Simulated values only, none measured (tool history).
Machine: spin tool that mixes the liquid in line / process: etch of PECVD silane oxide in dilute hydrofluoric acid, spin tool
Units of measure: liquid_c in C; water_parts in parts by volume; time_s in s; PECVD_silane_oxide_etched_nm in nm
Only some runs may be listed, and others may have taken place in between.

run	hour	liquid_c	water_parts	time_s	PECVD_silane_oxide_etched_nm
1	0	22	200	60	7.5225
2	8.2	24.5	200	60	8.2941
3	16.5	25	180	60	9.5939
4	19.1	25	180	40	6.4189
5	27.5	25.5	160	45	8.4566
6	31.8	26	145	45	9.5886
7	39.2	26.5	130	45	11.067
8	41.9	27	115	45	13.022
9	44.5	27.5	105	45	14.844
10	47.4	30	50	45	36.953

The next listed run, before its measurement:
11	52.1	29.5	50	45	?

PECVD_silane_oxide_etched_nm: 36.118 nm

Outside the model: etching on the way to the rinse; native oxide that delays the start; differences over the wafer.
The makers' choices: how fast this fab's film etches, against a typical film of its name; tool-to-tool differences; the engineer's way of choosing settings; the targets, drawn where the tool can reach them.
